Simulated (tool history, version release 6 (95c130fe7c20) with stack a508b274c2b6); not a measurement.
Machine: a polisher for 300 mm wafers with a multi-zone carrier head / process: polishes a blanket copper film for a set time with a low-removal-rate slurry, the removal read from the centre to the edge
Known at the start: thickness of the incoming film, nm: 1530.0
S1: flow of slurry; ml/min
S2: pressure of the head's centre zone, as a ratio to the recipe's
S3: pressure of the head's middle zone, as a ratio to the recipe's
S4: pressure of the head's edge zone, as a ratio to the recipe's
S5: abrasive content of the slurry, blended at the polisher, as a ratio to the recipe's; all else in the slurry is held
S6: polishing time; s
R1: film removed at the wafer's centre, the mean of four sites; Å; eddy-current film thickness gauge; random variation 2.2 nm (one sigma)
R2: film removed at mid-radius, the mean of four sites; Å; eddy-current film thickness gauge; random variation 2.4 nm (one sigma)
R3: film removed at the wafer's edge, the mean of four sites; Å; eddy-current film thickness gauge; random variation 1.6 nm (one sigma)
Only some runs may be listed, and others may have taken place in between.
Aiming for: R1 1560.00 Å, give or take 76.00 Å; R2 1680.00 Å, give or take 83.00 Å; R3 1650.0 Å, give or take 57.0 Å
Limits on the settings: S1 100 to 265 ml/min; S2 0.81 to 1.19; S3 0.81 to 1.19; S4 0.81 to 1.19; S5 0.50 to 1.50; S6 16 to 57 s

run	hour	S1	S2	S3	S4	S5	S6	R1	R2	R3
1	0.0	170	1.00	1.00	1.00	1.00	36	961.71	1009.40	1094.3
2	0.6	170	1.00	0.96	1.00	1.00	36	952.71	989.27	1075.2
3	8.3	185	1.01	1.01	0.99	1.15	38	1041.30	1159.70	1176.4
4	14.6	190	1.05	1.02	1.02	1.25	40	1182.40	1210.30	1267.5
5	16.8	195	1.06	1.04	1.03	1.30	42	1275.80	1328.00	1340.8
6	23.1	200	1.06	1.05	1.04	1.35	44	1377.20	1392.70	1445.9
7	24.2	205	1.06	1.07	1.04	1.40	45	1392.30	1507.00	1485.6
8	29.8	210	1.07	1.08	1.05	1.45	46	1467.20	1559.20	1532.4
9	31.2	210	1.07	1.08	1.06	1.45	47	1464.90	1548.20	1574.5
10	37.5	210	1.07	1.09	1.06	1.45	47	1467.00	1598.30	1584.8
11	40.4	215	1.07	1.09	1.06	1.45	47	1517.80	1587.80	1595.2
12	45.1	220	1.07	1.10	1.06	1.45	47	1455.50	1648.80	1585.6
13	53.9	220	1.08	1.10	1.06	1.45	47	1490.50	1612.00	1599.0
# hour 57.7: centre zone pressure recalibrated
14	57.7	225	1.08	1.10	1.06	1.45	47	1682.80	1659.40	1563.3
15	59.4	220	1.08	1.10	1.06	1.45	47	1627.80	1630.60	1550.6
16	67.2	220	1.08	1.10	1.06	1.45	47	1687.10	1598.80	1549.6
17	73.8	215	1.08	1.10	1.06	1.45	47	1627.80	1663.10	1590.9
18	79.8	215	1.08	1.10	1.07	1.45	47	1638.30	1628.50	1596.3

5 candidate next runs follow, results not yet known. Just one meets every target within its allowed miss. Identify it.
A	85.8	265	1.10	1.05	0.90	1.50	49	?	?	?
B	85.8	255	1.11	1.13	1.06	1.35	49	?	?	?
C	85.8	195	1.02	1.11	1.08	1.50	49	?	?	?
D	85.8	170	1.10	1.13	1.17	1.35	46	?	?	?
E	85.8	215	1.11	1.06	1.13	1.50	49	?	?	?

move	R1	R2	R3
A	1774.40	1647.40	1557.4
B	1755.00	1718.70	1647.2
C	1571.80	1658.60	1643.8
D	1526.70	1519.50	1553.6
E	1739.00	1617.00	1700.4
A: the biggest miss grows against the last run
B: the biggest miss grows against the last run
C: in spec on every target
D: the furthest-off result lands on target, but another misses its tolerance
E: the biggest miss grows against the last run
Go with C: it meets all targets.
